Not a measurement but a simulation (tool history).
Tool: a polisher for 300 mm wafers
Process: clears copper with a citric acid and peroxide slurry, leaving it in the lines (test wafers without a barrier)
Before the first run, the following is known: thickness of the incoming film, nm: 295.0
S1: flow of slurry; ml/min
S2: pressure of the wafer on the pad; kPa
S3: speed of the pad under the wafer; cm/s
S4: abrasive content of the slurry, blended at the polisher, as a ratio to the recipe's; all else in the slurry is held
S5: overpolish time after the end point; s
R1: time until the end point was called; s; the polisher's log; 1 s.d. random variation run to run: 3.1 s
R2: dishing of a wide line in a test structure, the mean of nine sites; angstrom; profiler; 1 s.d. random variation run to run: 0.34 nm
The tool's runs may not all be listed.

run  hour   S1    S2  S3   S4  S5      R1      R2
  1     0  210  23.4  88    1  21  166.49  280.83
  2   1.6  210  23.4  88    1  20  166.03  266.81
  3   8.1  210  18.6  88    1  20  190.35  234.53
  4  12.4  210  19.3  88    1  19  190.98  219.41
  5  20.2  210  16.5  88    1  19  210.08  214.23
  6  25.3  210  16.5  88  0.9  19  202.84  204.21

Expected results for the next run?
  7    32  210  17.2  88  0.85  18   ?   ?

{"run 7": {"R1": 209.84, "R2": 196.62}}

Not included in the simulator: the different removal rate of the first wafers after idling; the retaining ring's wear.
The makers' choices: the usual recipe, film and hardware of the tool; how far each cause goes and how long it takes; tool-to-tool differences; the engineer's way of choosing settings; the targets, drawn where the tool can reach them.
